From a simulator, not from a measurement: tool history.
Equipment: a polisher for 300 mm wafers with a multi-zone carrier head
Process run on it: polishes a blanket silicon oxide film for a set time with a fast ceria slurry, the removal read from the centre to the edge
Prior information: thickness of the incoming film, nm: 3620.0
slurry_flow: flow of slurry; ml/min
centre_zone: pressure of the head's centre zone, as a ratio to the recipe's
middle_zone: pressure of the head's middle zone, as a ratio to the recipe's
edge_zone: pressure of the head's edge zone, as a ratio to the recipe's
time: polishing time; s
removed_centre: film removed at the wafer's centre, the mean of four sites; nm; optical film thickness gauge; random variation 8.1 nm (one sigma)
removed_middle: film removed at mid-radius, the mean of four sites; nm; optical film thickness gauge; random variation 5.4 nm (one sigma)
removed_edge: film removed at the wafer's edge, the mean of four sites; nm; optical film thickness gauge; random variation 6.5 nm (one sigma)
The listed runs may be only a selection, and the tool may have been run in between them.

{"run": 1, "hour": 0.0, "slurry_flow": 310, "centre_zone": 1.0, "middle_zone": 1.0, "edge_zone": 1.0, "time": 58, "removed_centre": 1208.4, "removed_middle": 1170.3, "removed_edge": 1213.1}
{"run": 2, "hour": 3.0, "slurry_flow": 310, "centre_zone": 0.98, "middle_zone": 0.99, "edge_zone": 0.97, "time": 55, "removed_centre": 1129.0, "removed_middle": 1097.7, "removed_edge": 1125.9}
{"run": 3, "hour": 11.4, "slurry_flow": 310, "centre_zone": 0.98, "middle_zone": 0.99, "edge_zone": 0.94, "time": 55, "removed_centre": 1134.4, "removed_middle": 1098.3, "removed_edge": 1105.7}
{"run": 4, "hour": 16.3, "slurry_flow": 255, "centre_zone": 0.98, "middle_zone": 0.99, "edge_zone": 0.94, "time": 55, "removed_centre": 1118.5, "removed_middle": 1080.1, "removed_edge": 1096.9}
{"run": 5, "hour": 23.5, "slurry_flow": 260, "centre_zone": 0.96, "middle_zone": 0.98, "edge_zone": 0.92, "time": 53, "removed_centre": 1058.5, "removed_middle": 1028.9, "removed_edge": 1063.4}
{"run": 6, "hour": 31.4, "slurry_flow": 260, "centre_zone": 0.96, "middle_zone": 0.98, "edge_zone": 0.84, "time": 53, "removed_centre": 1037.0, "removed_middle": 1049.4, "removed_edge": 1008.9}
{"run": 7, "hour": 33.9, "slurry_flow": 270, "centre_zone": 0.95, "middle_zone": 0.97, "edge_zone": 0.84, "time": 51, "removed_centre": 1006.2, "removed_middle": 997.22, "removed_edge": 994.48}

For run 8, what comes out?
{"run": 8, "hour": 40.4, "slurry_flow": 265, "centre_zone": 0.94, "middle_zone": 0.97, "edge_zone": 0.83, "time": 49, "removed_centre": "?", "removed_middle": "?", "removed_edge": "?"}

removed_centre: 954.06 nm
removed_middle: 951.33 nm
removed_edge: 943.99 nm
